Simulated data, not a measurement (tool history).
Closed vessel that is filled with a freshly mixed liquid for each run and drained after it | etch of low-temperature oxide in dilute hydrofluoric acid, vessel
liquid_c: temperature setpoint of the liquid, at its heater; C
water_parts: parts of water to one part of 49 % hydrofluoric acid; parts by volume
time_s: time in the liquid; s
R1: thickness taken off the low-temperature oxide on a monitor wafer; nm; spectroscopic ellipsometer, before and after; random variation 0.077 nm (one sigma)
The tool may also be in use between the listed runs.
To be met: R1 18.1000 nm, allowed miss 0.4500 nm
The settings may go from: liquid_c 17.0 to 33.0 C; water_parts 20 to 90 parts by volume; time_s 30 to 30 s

run 1 hour=0.0 | liquid_c=25.0 water_parts=50 time_s=30 | R1=8.9598
run 2 hour=7.7 | liquid_c=23.0 water_parts=50 time_s=30 | R1=8.2221
run 3 hour=10.5 | liquid_c=26.0 water_parts=45 time_s=30 | R1=10.4680
run 4 hour=15.7 | liquid_c=26.0 water_parts=45 time_s=30 | R1=10.4510
run 5 hour=20.0 | liquid_c=26.0 water_parts=45 time_s=30 | R1=10.4360
run 6 hour=21.2 | liquid_c=28.0 water_parts=40 time_s=30 | R1=12.8840
run 7 hour=30.1 | liquid_c=29.5 water_parts=40 time_s=30 | R1=13.6970
run 8 hour=30.6 | liquid_c=33.0 water_parts=30 time_s=30 | R1=21.1510
run 9 hour=37.4 | liquid_c=32.0 water_parts=30 time_s=30 | R1=20.4530
run 10 hour=45.0 | liquid_c=31.0 water_parts=30 time_s=30 | R1=19.6070
run 11 hour=48.0 | liquid_c=30.5 water_parts=30 time_s=30 | R1=19.2260
run 12 hour=49.9 | liquid_c=30.0 water_parts=30 time_s=30 | R1=18.9480

4 next moves are on the table. One of them brings every result within its allowed miss. Which?
run A hour=51.8 | liquid_c=32.0 water_parts=30 time_s=30 | R1=?
run B hour=51.8 | liquid_c=33.0 water_parts=35 time_s=30 | R1=?
run C hour=51.8 | liquid_c=25.5 water_parts=25 time_s=30 | R1=?
run D hour=51.8 | liquid_c=31.0 water_parts=30 time_s=30 | R1=?

move=A R1=20.4480
move=B R1=18.0870
move=C R1=18.9450
move=D R1=19.6460
A: further off than the last run
B: meets every target
C: as far off as the last run
D: further off than the last run
The right move is B.

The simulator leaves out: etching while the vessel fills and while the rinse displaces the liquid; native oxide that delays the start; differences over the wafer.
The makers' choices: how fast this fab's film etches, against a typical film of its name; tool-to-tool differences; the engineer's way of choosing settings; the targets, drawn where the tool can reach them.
